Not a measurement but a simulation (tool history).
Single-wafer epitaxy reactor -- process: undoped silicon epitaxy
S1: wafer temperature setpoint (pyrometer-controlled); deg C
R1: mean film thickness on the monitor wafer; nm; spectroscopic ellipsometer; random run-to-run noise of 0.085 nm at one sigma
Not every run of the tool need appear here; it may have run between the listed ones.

Run 1, day 0: S1 645 deg C, deposition time (s) 402. Result: R1 59.497 nm.
Run 2, day 0.079: S1 642 deg C, deposition time (s) 402. Result: R1 56.053 nm.
Run 3, day 0.229: S1 640 deg C, deposition time (s) 402. Result: R1 54.008 nm.
Run 4, day 0.442: S1 640 deg C, deposition time (s) 345. Result: R1 46.337 nm.
Run 5, day 0.5: S1 640 deg C, deposition time (s) 399. Result: R1 53.599 nm.
Run 6, day 0.642: S1 640 deg C, deposition time (s) 420. Result: R1 56.43 nm.
Run 7, day 0.838: S1 638 deg C, deposition time (s) 420. Result: R1 54.337 nm.
Run 8, day 1.117: S1 636 deg C, deposition time (s) 420. Result: R1 52.195 nm.
Run 9, day 1.15: S1 634 deg C, deposition time (s) 420. Result: R1 49.854 nm.
Run 10, day 1.433: S1 633 deg C, deposition time (s) 420. Result: R1 49.23 nm.

For run 11, what comes out?
Run 11, day 1.746: S1 632 deg C, deposition time (s) 420. Result: R1 ?.

Run 11 produced R1 47.963 nm.
